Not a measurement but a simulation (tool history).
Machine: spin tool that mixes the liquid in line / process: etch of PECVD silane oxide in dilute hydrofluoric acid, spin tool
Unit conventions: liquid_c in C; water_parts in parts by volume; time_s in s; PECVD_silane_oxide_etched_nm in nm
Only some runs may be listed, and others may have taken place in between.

| run | hour | liquid_c | water_parts | time_s | PECVD_silane_oxide_etched_nm |
|---|---|---|---|---|---|
| 1 | 0.0 | 25.0 | 50 | 45 | 44.536 |
| 2 | 2.4 | 25.0 | 60 | 45 | 36.535 |
| 3 | 5.3 | 27.5 | 60 | 45 | 40.491 |
| 4 | 13.6 | 29.0 | 60 | 45 | 42.937 |
| 5 | 15.9 | 29.0 | 60 | 50 | 47.475 |
| 6 | 23.4 | 29.0 | 50 | 50 | 58.088 |

Run 7 comes next. What will it give?
| 7 | 25.3 | 28.0 | 50 | 50 | ? |

Run 7 yielded PECVD_silane_oxide_etched_nm 55.578 nm.
